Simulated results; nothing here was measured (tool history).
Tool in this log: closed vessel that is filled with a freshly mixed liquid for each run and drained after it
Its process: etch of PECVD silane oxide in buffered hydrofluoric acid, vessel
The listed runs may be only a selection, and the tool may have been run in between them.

run	day	temperature setpoint of the liquid (°C)	parts of 40 % ammonium fluoride to one part of 49 % hydrofluoric acid (parts by volume)	time in the liquid (s)	thickness taken off the PECVD silane oxide on a monitor wafer (angstrom)
1	0	22	12.5	85	894.06
2	0.246	22	12.5	85	898.71
3	0.596	23	12.5	85	945.91
4	0.967	24	12.5	85	1001.7
5	1.2	25	12.5	85	1063.4
6	1.508	23	12.5	85	940.72
7	1.633	24	12.5	85	997.17
8	1.917	25	12.5	85	1062.9
9	2.271	25.5	12.5	85	1077.9
10	2.625	26	12.5	85	1141.1

Run 11, settings as shown, results not yet in. Your forecast:
11	2.992	26	12.5	85	?

Logged for run 11: thickness taken off the PECVD silane oxide on a monitor wafer (angstrom) 1123.1.
